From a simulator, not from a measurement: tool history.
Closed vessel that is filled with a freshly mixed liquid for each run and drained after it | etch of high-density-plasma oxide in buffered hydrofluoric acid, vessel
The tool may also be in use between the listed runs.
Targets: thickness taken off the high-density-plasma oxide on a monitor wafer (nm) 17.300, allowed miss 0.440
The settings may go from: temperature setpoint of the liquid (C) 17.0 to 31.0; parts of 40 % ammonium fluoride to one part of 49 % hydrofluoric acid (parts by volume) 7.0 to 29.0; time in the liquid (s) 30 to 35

run,hour,temperature setpoint of the liquid (C),parts of 40 % ammonium fluoride to one part of 49 % hydrofluoric acid (parts by volume),time in the liquid (s),thickness taken off the high-density-plasma oxide on a monitor wafer (nm)
1,0.0,23.0,18.0,35,31.321
2,1.9,20.5,18.0,35,27.364
3,7.6,20.5,18.0,35,27.185
4,12.1,19.5,19.5,35,23.743
5,19.2,18.5,20.5,35,21.767
6,25.0,18.5,20.5,35,22.083
7,33.9,18.0,21.5,35,20.393
8,39.5,17.5,22.5,35,19.448
9,42.6,17.5,23.5,35,18.597
10,48.7,17.5,23.5,35,18.788
11,57.2,17.5,24.0,35,18.328
# hour 65.9: thermometer replaced
12,65.9,17.5,24.5,35,16.384
13,71.0,18.0,24.5,35,16.573

5 next moves are on the table. One of them brings every result within its allowed miss. Which?
A,76.1,17.0,24.5,35,?
B,76.1,20.0,24.0,30,?
C,76.1,20.5,25.5,30,?
D,76.1,18.5,27.0,35,?
E,76.1,17.0,22.0,35,?

move,thickness taken off the high-density-plasma oxide on a monitor wafer (nm)
A,15.725
B,16.212
C,15.989
D,16.016
E,16.941
A: further off than the last run
B: further off than the last run
C: further off than the last run
D: further off than the last run
E: meets every target
Move E is the one to make.
